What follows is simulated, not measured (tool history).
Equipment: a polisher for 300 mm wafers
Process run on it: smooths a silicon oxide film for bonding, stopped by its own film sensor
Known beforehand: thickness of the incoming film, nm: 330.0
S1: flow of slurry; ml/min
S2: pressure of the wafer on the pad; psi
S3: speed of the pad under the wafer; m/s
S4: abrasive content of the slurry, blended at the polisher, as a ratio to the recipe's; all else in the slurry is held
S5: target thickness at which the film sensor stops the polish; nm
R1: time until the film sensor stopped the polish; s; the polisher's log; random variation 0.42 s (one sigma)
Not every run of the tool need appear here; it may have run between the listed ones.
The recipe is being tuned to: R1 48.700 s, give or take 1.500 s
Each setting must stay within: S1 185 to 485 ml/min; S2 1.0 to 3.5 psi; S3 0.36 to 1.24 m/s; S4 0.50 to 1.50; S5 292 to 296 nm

| run | hour | S1 | S2 | S3 | S4 | S5 | R1 |
|---|---|---|---|---|---|---|---|
| 1 | 0.0 | 310 | 2.2 | 0.80 | 1.00 | 292 | 69.947 |
| 2 | 4.2 | 310 | 2.3 | 0.80 | 1.00 | 292 | 67.431 |
| 3 | 8.0 | 310 | 2.3 | 0.80 | 0.85 | 292 | 74.266 |
| 4 | 12.3 | 310 | 2.4 | 0.80 | 0.85 | 292 | 71.222 |
| 5 | 15.5 | 310 | 2.5 | 0.80 | 0.85 | 292 | 68.065 |
| 6 | 16.0 | 310 | 2.5 | 0.80 | 0.75 | 292 | 73.433 |
| 7 | 19.1 | 310 | 2.5 | 0.80 | 0.75 | 292 | 74.122 |
| 8 | 27.6 | 310 | 2.6 | 0.80 | 0.75 | 292 | 71.768 |
| 9 | 32.4 | 310 | 2.7 | 0.80 | 0.75 | 292 | 68.687 |
|  | 38.5 | worn pad replaced by a new one |
| 10 | 38.5 | 310 | 2.8 | 0.80 | 0.75 | 292 | 61.551 |
| 11 | 41.7 | 315 | 3.3 | 0.80 | 0.75 | 292 | 51.515 |
| 12 | 43.8 | 315 | 3.4 | 0.80 | 0.75 | 292 | 50.697 |

4 next moves are on the table. One of them brings every result within its allowed miss. Which?
| A | 45.9 | 315 | 2.6 | 0.92 | 0.90 | 295 | ? |
| B | 45.9 | 295 | 3.5 | 0.70 | 0.70 | 295 | ? |
| C | 45.9 | 335 | 3.2 | 0.70 | 0.85 | 293 | ? |
| D | 45.9 | 265 | 3.4 | 0.64 | 0.90 | 293 | ? |

| move | R1 |
|---|---|
| A | 48.387 |
| B | 52.327 |
| C | 52.490 |
| D | 52.003 |
A: every result lands within tolerance
B: lands further from the targets than the last run did
C: lands further from the targets than the last run did
D: lands further from the targets than the last run did
A meets every target.
